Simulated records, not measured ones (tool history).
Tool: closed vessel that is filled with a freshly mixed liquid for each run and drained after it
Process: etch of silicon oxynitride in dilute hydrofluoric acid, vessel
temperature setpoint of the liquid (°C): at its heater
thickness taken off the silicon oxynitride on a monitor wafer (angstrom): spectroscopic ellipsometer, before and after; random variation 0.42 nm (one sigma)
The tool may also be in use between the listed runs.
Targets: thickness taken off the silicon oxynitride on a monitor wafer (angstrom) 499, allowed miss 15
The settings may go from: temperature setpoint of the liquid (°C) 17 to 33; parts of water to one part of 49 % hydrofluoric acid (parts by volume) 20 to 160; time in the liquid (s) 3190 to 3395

run  hour  temperature setpoint of the liquid (°C)  parts of water to one part of 49 % hydrofluoric acid (parts by volume)  time in the liquid (s)  thickness taken off the silicon oxynitride on a monitor wafer (angstrom)
  1     0                                       25                                                                      90                    3190                                                                    649.56
  2   7.8                                       25                                                                      65                    3190                                                                    937.04
  3   9.6                                       23                                                                      70                    3190                                                                    773.96
  4  11.1                                       23                                                                      70                    3190                                                                    774.62
  5  16.3                                     21.5                                                                      70                    3190                                                                    737.72
  6  21.3                                     24.5                                                                      70                    3190                                                                    831.03
  7    30                                     22.5                                                                      75                    3190                                                                    711.67
  8  32.4                                       21                                                                      75                    3190                                                                    654.82
  9  36.7                                       20                                                                      75                    3190                                                                    630.27
 10  41.1                                       20                                                                      75                    3190                                                                    619.25
 11    46                                     19.5                                                                      75                    3190                                                                    602.85
 12  50.3                                       19                                                                      75                    3190                                                                    593.69
 13  58.6                                       17                                                                      85                    3190                                                                    473.48

Which of these 4 next moves meets every target?
  A  66.9                                       19                                                                      95                    3395                                                                         ?
  B  66.9                                       18                                                                      90                    3190                                                                         ?
  C  66.9                                       17                                                                      90                    3300                                                                         ?
  D  66.9                                     18.5                                                                     105                    3340                                                                         ?

move  thickness taken off the silicon oxynitride on a monitor wafer (angstrom)
   A                                                                    500.01
   B                                                                    473.47
   C                                                                     465.8
   D                                                                     431.2
A: meets every target
B: as far off as the last run
C: further off than the last run
D: further off than the last run
Move A is the one to make.
